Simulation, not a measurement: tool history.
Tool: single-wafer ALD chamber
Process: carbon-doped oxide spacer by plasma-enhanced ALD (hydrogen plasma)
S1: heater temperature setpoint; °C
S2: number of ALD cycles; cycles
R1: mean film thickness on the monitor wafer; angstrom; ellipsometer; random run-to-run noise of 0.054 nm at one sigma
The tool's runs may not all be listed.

| run | hour | S1 | S2 | R1 |
|---|---|---|---|---|
| 1 | 0 | 420 | 324 | 157.04 |
| 2 | 3.5 | 423 | 316 | 150.84 |
| 3 | 8.8 | 426 | 312 | 146.68 |
| 4 | 16.8 | 429 | 310 | 144.65 |
| 5 | 23 | 434 | 310 | 141.67 |
| 6 | 24.9 | 436 | 307 | 138.93 |

Expected results for the next run?
| 7 | 33.6 | 437 | 305 | ? |

R1: 138.11 angstrom

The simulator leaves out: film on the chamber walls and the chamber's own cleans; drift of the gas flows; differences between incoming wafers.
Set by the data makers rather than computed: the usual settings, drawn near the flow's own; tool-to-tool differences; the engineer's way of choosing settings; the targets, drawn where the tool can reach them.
